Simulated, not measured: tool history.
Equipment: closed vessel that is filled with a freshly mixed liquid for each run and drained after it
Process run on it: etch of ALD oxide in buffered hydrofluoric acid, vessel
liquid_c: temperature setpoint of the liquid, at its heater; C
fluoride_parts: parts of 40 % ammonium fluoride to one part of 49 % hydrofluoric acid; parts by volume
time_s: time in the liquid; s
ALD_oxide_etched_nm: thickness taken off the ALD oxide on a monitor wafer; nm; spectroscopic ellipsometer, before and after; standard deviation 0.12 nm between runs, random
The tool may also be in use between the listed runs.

run 1 hour=0.0 | liquid_c=23.0 fluoride_parts=8.5 time_s=35 | ALD_oxide_etched_nm=49.427
run 2 hour=8.8 | liquid_c=24.5 fluoride_parts=8.5 time_s=35 | ALD_oxide_etched_nm=53.369
run 3 hour=11.9 | liquid_c=24.5 fluoride_parts=9.5 time_s=35 | ALD_oxide_etched_nm=48.245
run 4 hour=20.8 | liquid_c=26.0 fluoride_parts=9.5 time_s=35 | ALD_oxide_etched_nm=52.619
run 5 hour=27.9 | liquid_c=28.5 fluoride_parts=9.5 time_s=35 | ALD_oxide_etched_nm=60.324
run 6 hour=34.0 | liquid_c=28.5 fluoride_parts=9.5 time_s=35 | ALD_oxide_etched_nm=59.903

Run 7 has not been measured yet. What should we expect?
run 7 hour=40.1 | liquid_c=25.5 fluoride_parts=10.0 time_s=35 | ALD_oxide_etched_nm=?

Run 7 came out at ALD_oxide_etched_nm 49.195 nm.
